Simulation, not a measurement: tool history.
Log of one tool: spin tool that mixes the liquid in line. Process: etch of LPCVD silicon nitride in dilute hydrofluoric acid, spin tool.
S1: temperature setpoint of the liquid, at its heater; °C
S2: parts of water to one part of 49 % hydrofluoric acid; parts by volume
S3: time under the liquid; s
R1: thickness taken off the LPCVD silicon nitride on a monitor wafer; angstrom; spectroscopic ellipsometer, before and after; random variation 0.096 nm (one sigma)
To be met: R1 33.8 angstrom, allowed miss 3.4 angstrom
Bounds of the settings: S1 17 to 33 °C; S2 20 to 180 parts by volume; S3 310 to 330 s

run  hour    S1   S2   S3      R1
  1     0    25  100  310   14.75
  2   5.9    26   90  315  17.383
  3   7.2    27   80  320  22.816
  4  12.3    28   80  320  23.345
  5  20.3  28.5   75  320  25.022
  6    26    29   70  320  29.279
  7  29.7  29.5   70  320  28.019
  8  35.6    30   70  320  30.481

5 next moves are on the table. One of them brings every result within its allowed miss. Which?
  A  41.5    28  70  310   ?
  B  41.5    29  75  310   ?
  C  41.5    25  55  310   ?
  D  41.5    33  80  330   ?
  E  41.5  30.5  80  330   ?

move      R1
   A  24.771
   B  24.667
   C  25.802
   D  31.668
   E  27.084
A: further off than the last run
B: further off than the last run
C: further off than the last run
D: meets every target
E: further off than the last run
Answer: D
